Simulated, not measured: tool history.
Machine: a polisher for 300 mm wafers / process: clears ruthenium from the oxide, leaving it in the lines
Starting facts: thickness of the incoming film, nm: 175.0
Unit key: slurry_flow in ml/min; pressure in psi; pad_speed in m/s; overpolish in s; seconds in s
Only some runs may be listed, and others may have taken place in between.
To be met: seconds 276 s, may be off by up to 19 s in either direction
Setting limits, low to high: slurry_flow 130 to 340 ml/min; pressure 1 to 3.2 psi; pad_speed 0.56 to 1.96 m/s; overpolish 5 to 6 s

run  hour  slurry_flow  pressure  pad_speed  overpolish  seconds
  1     0          220       2.1       1.26           6   131.84
  2   1.2          220       1.9        1.2           6   152.66
  3  10.1          220       2.3        1.2           6   131.17
  4  16.7          220       2.3       1.44           6   108.17
  5  18.1          215         2       1.32           6   130.92
  6  23.3          215         2       1.32           5   130.43
  7  26.9          205       1.4       0.96           5   240.93
  8  29.4          205       1.3       0.96           5   249.94

Exactly one of the 4 candidate moves below puts every result within its allowed miss. Which one?
  A  31.9          210       1.5        0.8           6        ?
  B  31.9          205       1.4       0.96           5        ?
  C  31.9          240       1.2       1.16           5        ?
  D  31.9          290       1.1       1.22           6        ?

move  seconds
   A   281.21
   B   250.55
   C   231.01
   D    230.5
A: all results land within tolerance of their targets
B: just as far off the targets as the last run
C: lands further from the targets than the last run did
D: lands further from the targets than the last run did
Go with A: it meets all targets.

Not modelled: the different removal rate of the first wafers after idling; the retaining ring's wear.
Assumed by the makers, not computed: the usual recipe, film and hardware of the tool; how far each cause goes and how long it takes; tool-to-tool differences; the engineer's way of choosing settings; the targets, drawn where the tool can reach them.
